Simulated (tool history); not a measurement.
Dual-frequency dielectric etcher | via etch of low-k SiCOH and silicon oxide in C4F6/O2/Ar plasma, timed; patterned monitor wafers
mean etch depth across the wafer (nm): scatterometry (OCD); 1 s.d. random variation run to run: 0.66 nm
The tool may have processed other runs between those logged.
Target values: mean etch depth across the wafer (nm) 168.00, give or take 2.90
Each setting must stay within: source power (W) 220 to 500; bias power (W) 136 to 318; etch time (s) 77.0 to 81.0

| run | hour | source power (W) | bias power (W) | etch time (s) | mean etch depth across the wafer (nm) |
|---|---|---|---|---|---|
| 1 | 0.0 | 360 | 227 | 77.0 | 204.14 |
| 2 | 1.6 | 360 | 252 | 77.0 | 213.86 |
| 3 | 3.3 | 360 | 268 | 77.0 | 221.11 |
| 4 | 7.0 | 310 | 268 | 77.0 | 210.94 |
| 5 | 9.2 | 280 | 246 | 77.0 | 197.70 |
| 6 | 13.2 | 260 | 228 | 77.0 | 188.80 |
| 7 | 19.6 | 250 | 214 | 77.0 | 181.78 |
| 8 | 23.5 | 250 | 214 | 77.0 | 181.97 |
| 9 | 29.7 | 240 | 205 | 77.0 | 176.32 |
| 10 | 37.6 | 230 | 200 | 77.0 | 172.90 |
| 11 | 45.5 | 230 | 197 | 77.0 | 171.47 |
| 12 | 47.5 | 230 | 195 | 77.0 | 171.91 |

Which single option among these 4 for the next run brings every result within its allowed miss of target? Just one does.
| A | 49.5 | 280 | 140 | 78.5 | ? |
| B | 49.5 | 230 | 210 | 77.0 | ? |
| C | 49.5 | 250 | 161 | 77.0 | ? |
| D | 49.5 | 270 | 171 | 77.0 | ? |

| move | mean etch depth across the wafer (nm) |
|---|---|
| A | 159.96 |
| B | 176.04 |
| C | 161.17 |
| D | 168.71 |
A: takes the result that was furthest off past its target
B: lands further from the targets than the last run did
C: takes the result that was furthest off past its target
D: every result within its allowed miss
Answer: D

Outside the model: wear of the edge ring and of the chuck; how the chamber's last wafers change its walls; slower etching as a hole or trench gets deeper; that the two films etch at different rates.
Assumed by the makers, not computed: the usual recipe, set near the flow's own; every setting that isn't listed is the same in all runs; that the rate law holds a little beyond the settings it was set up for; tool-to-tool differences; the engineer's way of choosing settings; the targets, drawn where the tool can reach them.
